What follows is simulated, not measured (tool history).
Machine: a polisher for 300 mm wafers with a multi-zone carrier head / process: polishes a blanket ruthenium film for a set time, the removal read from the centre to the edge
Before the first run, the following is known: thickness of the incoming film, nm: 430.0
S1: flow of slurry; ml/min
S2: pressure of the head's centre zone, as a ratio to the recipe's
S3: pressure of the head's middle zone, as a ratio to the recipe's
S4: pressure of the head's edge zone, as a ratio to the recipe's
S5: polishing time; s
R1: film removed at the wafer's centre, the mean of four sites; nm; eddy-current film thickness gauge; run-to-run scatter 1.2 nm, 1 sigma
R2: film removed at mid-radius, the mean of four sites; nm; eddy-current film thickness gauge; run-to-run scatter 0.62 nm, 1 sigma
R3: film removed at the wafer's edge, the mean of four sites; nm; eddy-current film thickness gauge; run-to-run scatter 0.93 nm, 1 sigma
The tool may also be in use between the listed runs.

run  hour   S1    S2    S3    S4  S5      R1      R2      R3
  1     0  210     1     1     1  46  86.399  84.896  84.743
  2   4.3  210  1.04     1     1  46  88.625  84.484  85.769
  3  12.5  230  1.07  1.03  1.02  47  95.069   89.34  89.099
  4    19  190  1.07  1.03  1.02  47  91.638  87.081  86.474
  5  23.5  190  1.12  1.03  1.02  47  94.342   88.16  85.781
  6    27  215  1.12  1.06  1.04  47  97.779   91.45  88.877
  7  30.4  235  1.12  1.08  1.05  47   97.03  93.102  89.495
  8  38.3  250  1.13  1.09  1.06  47  98.096  94.875  91.268
  9    45  260  1.14   1.1  1.07  47  101.63  96.743  92.289

What does the tool deliver on the next run?
 10  49.5  270  1.14  1.11  1.08  47   ?   ?   ?

R1: 101.29 nm
R2: 97.529 nm
R3: 92.342 nm
